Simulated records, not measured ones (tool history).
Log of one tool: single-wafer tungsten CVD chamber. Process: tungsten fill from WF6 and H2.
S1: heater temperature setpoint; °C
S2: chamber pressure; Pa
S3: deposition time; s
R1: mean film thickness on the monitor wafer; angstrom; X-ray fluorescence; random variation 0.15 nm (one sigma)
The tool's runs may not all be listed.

{"run": 1, "hour": 0.0, "S1": 395, "S2": 5586, "S3": 29.1, "R1": 994.48}
{"run": 2, "hour": 1.9, "S1": 395, "S2": 6253, "S3": 29.1, "R1": 1044.9}
{"run": 3, "hour": 9.9, "S1": 388, "S2": 6239, "S3": 29.1, "R1": 892.29}
{"run": 4, "hour": 12.7, "S1": 384, "S2": 6239, "S3": 29.1, "R1": 818.32}
{"run": 5, "hour": 21.2, "S1": 380, "S2": 6239, "S3": 29.1, "R1": 746.99}
{"run": 6, "hour": 25.8, "S1": 379, "S2": 6239, "S3": 29.1, "R1": 728.44}

The next listed run, before its measurement:
{"run": 7, "hour": 34.2, "S1": 378, "S2": 6239, "S3": 29.1, "R1": "?"}

Run 7 gave R1 710.44 angstrom.

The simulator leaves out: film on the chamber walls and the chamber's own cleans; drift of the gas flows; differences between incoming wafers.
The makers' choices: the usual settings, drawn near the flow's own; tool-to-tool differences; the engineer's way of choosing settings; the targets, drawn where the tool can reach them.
